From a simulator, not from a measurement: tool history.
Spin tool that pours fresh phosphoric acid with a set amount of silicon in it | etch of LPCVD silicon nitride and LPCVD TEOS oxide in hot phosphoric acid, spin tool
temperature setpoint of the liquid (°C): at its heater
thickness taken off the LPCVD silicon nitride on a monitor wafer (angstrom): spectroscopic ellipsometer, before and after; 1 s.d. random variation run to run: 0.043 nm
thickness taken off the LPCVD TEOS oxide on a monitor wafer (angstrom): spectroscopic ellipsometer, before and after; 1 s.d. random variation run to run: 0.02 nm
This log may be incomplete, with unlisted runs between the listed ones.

run	hour	temperature setpoint of the liquid (°C)	silicon dissolved in the acid as it is poured (mg a litre)	time under the liquid (s)	thickness taken off the LPCVD silicon nitride on a monitor wafer (angstrom)	thickness taken off the LPCVD TEOS oxide on a monitor wafer (angstrom)
1	0.0	160.0	30.0	110	106.240	1.15090
2	6.8	158.5	30.0	110	100.330	0.57567
3	12.7	158.5	23.5	95	87.571	0.97625
4	17.3	158.5	23.5	135	123.300	1.81940
5	25.0	158.0	20.0	115	104.070	1.93630
6	28.5	159.5	20.0	115	110.380	1.38280
7	35.0	159.0	18.0	100	93.449	1.44710
8	42.7	158.5	17.0	90	82.299	0.52881
9	43.5	158.0	12.5	85	76.779	1.22250
10	44.7	157.0	19.5	55	48.164	0.51062
11	52.6	157.5	15.5	55	48.458	0.42022
12	56.6	158.0	11.5	55	49.697	0.59380
13	58.6	159.0	9.5	55	51.933	0.88672
14	64.2	161.5	22.5	60	61.581	0.75479
15	68.0	161.5	20.5	60	60.957	0.52705
16	75.6	161.5	17.0	60	61.114	1.43350

The next listed run, before its measurement:
17	80.5	161.5	17.5	60	?	?

{"run 17": {"thickness taken off the LPCVD silicon nitride on a monitor wafer (angstrom)": 61.409, "thickness taken off the LPCVD TEOS oxide on a monitor wafer (angstrom)": 1.1166}}

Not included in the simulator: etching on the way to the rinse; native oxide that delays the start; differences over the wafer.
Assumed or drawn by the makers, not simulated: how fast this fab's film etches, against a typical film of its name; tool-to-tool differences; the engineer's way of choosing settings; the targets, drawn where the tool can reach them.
